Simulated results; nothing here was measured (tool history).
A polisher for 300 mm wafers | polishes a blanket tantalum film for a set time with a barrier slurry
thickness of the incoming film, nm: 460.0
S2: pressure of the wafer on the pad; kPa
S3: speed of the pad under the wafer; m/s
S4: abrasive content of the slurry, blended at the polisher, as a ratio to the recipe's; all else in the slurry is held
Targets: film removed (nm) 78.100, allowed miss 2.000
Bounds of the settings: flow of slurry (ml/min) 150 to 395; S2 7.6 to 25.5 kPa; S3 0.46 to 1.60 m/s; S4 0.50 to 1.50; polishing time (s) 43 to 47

run 1 hour=0.0 | flow_of_slurry_(ml/min)=250 S2=16.5 S3=1.02 S4=1.00 polishing_time_(s)=47 | film_removed_(nm)=114.430
run 2 hour=7.4 | flow_of_slurry_(ml/min)=250 S2=16.5 S3=1.20 S4=1.00 polishing_time_(s)=47 | film_removed_(nm)=133.900
run 3 hour=8.0 | flow_of_slurry_(ml/min)=250 S2=16.5 S3=1.20 S4=1.00 polishing_time_(s)=47 | film_removed_(nm)=133.290
run 4 hour=17.0 | flow_of_slurry_(ml/min)=250 S2=16.5 S3=1.20 S4=0.80 polishing_time_(s)=47 | film_removed_(nm)=120.690
run 5 hour=18.6 | flow_of_slurry_(ml/min)=245 S2=15.2 S3=1.20 S4=0.80 polishing_time_(s)=47 | film_removed_(nm)=111.130
run 6 hour=25.6 | flow_of_slurry_(ml/min)=245 S2=15.2 S3=1.20 S4=0.80 polishing_time_(s)=47 | film_removed_(nm)=112.210
run 7 hour=27.3 | flow_of_slurry_(ml/min)=245 S2=13.8 S3=1.20 S4=0.80 polishing_time_(s)=47 | film_removed_(nm)=102.740
run 8 hour=28.2 | flow_of_slurry_(ml/min)=240 S2=13.1 S3=1.20 S4=0.80 polishing_time_(s)=47 | film_removed_(nm)=96.919
run 9 hour=29.7 | flow_of_slurry_(ml/min)=205 S2=9.7 S3=1.20 S4=0.80 polishing_time_(s)=47 | film_removed_(nm)=72.133
run 10 hour=30.7 | flow_of_slurry_(ml/min)=215 S2=9.7 S3=1.20 S4=0.80 polishing_time_(s)=47 | film_removed_(nm)=71.655
run 11 hour=33.8 | flow_of_slurry_(ml/min)=230 S2=9.7 S3=1.20 S4=0.80 polishing_time_(s)=47 | film_removed_(nm)=73.256
run 12 hour=40.4 | flow_of_slurry_(ml/min)=240 S2=9.7 S3=1.20 S4=0.80 polishing_time_(s)=47 | film_removed_(nm)=74.066
run 13 hour=44.9 | flow_of_slurry_(ml/min)=250 S2=9.7 S3=1.20 S4=0.80 polishing_time_(s)=47 | film_removed_(nm)=73.598
run 14 hour=50.3 | flow_of_slurry_(ml/min)=255 S2=9.7 S3=1.20 S4=0.80 polishing_time_(s)=47 | film_removed_(nm)=74.545

4 next moves are on the table. One of them brings every result within its allowed miss. Which?
run A hour=55.7 | flow_of_slurry_(ml/min)=170 S2=11.7 S3=1.08 S4=0.75 polishing_time_(s)=47 | film_removed_(nm)=?
run B hour=55.7 | flow_of_slurry_(ml/min)=255 S2=11.0 S3=1.22 S4=0.80 polishing_time_(s)=47 | film_removed_(nm)=?
run C hour=55.7 | flow_of_slurry_(ml/min)=270 S2=12.4 S3=1.04 S4=0.90 polishing_time_(s)=46 | film_removed_(nm)=?
run D hour=55.7 | flow_of_slurry_(ml/min)=305 S2=12.4 S3=1.22 S4=0.65 polishing_time_(s)=43 | film_removed_(nm)=?

move=A film_removed_(nm)=72.258
move=B film_removed_(nm)=84.552
move=C film_removed_(nm)=83.834
move=D film_removed_(nm)=77.712
A: further off than the last run
B: takes the result that was furthest off past its target
C: takes the result that was furthest off past its target
D: meets every target
Move D is the one to make.
